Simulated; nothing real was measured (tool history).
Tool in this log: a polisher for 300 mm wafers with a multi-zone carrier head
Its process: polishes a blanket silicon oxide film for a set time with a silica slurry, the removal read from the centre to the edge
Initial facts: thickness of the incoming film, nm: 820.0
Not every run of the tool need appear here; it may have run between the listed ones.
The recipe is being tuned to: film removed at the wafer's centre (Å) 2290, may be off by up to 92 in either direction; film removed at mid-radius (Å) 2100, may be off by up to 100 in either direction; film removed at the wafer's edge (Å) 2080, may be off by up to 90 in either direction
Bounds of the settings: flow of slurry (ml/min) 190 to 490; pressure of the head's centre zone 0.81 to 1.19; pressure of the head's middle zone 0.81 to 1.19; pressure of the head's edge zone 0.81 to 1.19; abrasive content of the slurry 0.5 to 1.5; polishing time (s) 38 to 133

| run | hour | flow of slurry (ml/min) | pressure of the head's centre zone | pressure of the head's middle zone | pressure of the head's edge zone | abrasive content of the slurry | polishing time (s) | film removed at the wafer's centre (Å) | film removed at mid-radius (Å) | film removed at the wafer's edge (Å) |
|---|---|---|---|---|---|---|---|---|---|---|
| 1 | 0 | 315 | 1 | 1 | 1 | 1 | 85 | 1654 | 1548.5 | 1547.7 |
| 2 | 8.1 | 315 | 1 | 1 | 0.94 | 1 | 85 | 1599.7 | 1551.8 | 1514.5 |
| 3 | 14.8 | 355 | 1 | 1 | 0.94 | 1 | 85 | 1644.5 | 1575.5 | 1562.1 |
| 4 | 15.6 | 280 | 1 | 1 | 0.94 | 1 | 85 | 1598.7 | 1529.7 | 1508.8 |
| 5 | 19.1 | 290 | 1.01 | 1.01 | 0.97 | 1.15 | 87 | 1785.1 | 1699 | 1687.7 |
| 6 | 24.4 | 290 | 1.09 | 1.01 | 0.97 | 1.15 | 87 | 1916.1 | 1735.3 | 1651 |
| 7 | 27.8 | 300 | 1.08 | 1.02 | 1 | 1.25 | 87 | 1994.1 | 1802.1 | 1778.1 |
| 8 | 33.4 | 305 | 1.12 | 1.12 | 1.1 | 1.45 | 88 | 2217.4 | 2070 | 2003.5 |
| 9 | 41.8 | 305 | 1.12 | 1.12 | 1.11 | 1.45 | 88 | 2184.3 | 2077.6 | 1972.1 |

Of the 5 settings listed for the next run, only one would bring every result within its allowed miss of target. Which one?
| A | 50.2 | 290 | 1.12 | 1.19 | 1.06 | 1.5 | 85 | ? | ? | ? |
| B | 50.2 | 270 | 0.98 | 0.93 | 1.19 | 1.5 | 99 | ? | ? | ? |
| C | 50.2 | 470 | 1.04 | 1.18 | 1.19 | 1.5 | 82 | ? | ? | ? |
| D | 50.2 | 370 | 1.12 | 1.08 | 1.15 | 1.4 | 91 | ? | ? | ? |
| E | 50.2 | 315 | 0.98 | 1.1 | 1.16 | 1.5 | 87 | ? | ? | ? |

| move | film removed at the wafer's centre (Å) | film removed at mid-radius (Å) | film removed at the wafer's edge (Å) |
|---|---|---|---|
| A | 2159 | 2130.4 | 1924 |
| B | 2173.9 | 1996.3 | 2334 |
| C | 2022.9 | 2127 | 2001.5 |
| D | 2307.2 | 2090.7 | 2107.2 |
| E | 1949.4 | 2057.1 | 2052.9 |
A: lands further from the targets than the last run did
B: takes the result that was furthest off past its target
C: gets the furthest-off result to its target, but another result is out of tolerance
D: in spec on every target
E: gets the furthest-off result to its target, but another result is out of tolerance
Go with D: it meets all targets.
